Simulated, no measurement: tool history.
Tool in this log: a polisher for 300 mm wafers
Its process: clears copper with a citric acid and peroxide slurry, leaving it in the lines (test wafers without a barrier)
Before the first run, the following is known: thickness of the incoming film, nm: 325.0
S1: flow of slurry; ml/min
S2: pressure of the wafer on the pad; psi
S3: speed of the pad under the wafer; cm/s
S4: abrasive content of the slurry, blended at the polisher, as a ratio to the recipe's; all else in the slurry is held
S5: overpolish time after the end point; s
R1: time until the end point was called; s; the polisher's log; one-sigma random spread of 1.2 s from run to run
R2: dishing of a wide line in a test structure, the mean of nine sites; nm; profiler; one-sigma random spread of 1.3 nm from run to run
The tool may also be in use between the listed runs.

{"run": 1, "hour": 0.0, "S1": 185, "S2": 2.9, "S3": 102, "S4": 1, "S5": 28, "R1": 174.22, "R2": 42.268}
{"run": 2, "hour": 8.1, "S1": 185, "S2": 2.9, "S3": 80, "S4": 1, "S5": 28, "R1": 216.2, "R2": 34.401}
{"run": 3, "hour": 15.9, "S1": 185, "S2": 2.9, "S3": 80, "S4": 1.15, "S5": 28, "R1": 208.02, "R2": 34.421}
{"run": 4, "hour": 20.3, "S1": 190, "S2": 3.1, "S3": 80, "S4": 1.15, "S5": 28, "R1": 202.05, "R2": 36.821}
{"run": 5, "hour": 27.4, "S1": 190, "S2": 3.3, "S3": 82, "S4": 1.15, "S5": 28, "R1": 187.55, "R2": 37.898}
{"run": 6, "hour": 36.4, "S1": 190, "S2": 3.3, "S3": 82, "S4": 1.25, "S5": 28, "R1": 186.04, "R2": 40.049}
{"run": 7, "hour": 44.2, "S1": 190, "S2": 3.5, "S3": 82, "S4": 1.25, "S5": 28, "R1": 179.66, "R2": 40.778}

Predict the results of run 8:
{"run": 8, "hour": 48.6, "S1": 215, "S2": 4.3, "S3": 84, "S4": 1.25, "S5": 31, "R1": "?", "R2": "?"}

R1: 150.3 s
R2: 52.02 nm

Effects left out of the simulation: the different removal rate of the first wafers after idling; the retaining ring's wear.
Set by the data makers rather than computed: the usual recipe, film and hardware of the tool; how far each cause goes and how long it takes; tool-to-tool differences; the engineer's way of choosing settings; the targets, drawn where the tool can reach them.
